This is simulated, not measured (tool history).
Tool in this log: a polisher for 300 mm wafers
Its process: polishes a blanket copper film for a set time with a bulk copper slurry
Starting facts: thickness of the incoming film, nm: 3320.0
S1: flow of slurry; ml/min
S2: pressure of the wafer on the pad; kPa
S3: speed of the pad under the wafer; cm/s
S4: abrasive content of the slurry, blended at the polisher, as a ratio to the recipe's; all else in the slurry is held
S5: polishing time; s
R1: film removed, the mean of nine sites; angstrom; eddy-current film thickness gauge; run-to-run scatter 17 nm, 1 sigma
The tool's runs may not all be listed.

run  hour   S1    S2   S3  S4   S5      R1
  1     0  220  17.2  110   1  104   10433
  2   2.7  220  17.9  110   1  104   10716
  3  10.7  220  15.9  110   1  104  9956.4
  4  14.8  220  15.9  110   1  109   10291
  5  17.3  220  16.5  110   1  109   10642
  6  19.3  265  16.5  110   1  109   10860

Run 7 comes next. What will it give?
  7  22.1  265  17.2  110   1  109   ?

R1: 10948 angstrom

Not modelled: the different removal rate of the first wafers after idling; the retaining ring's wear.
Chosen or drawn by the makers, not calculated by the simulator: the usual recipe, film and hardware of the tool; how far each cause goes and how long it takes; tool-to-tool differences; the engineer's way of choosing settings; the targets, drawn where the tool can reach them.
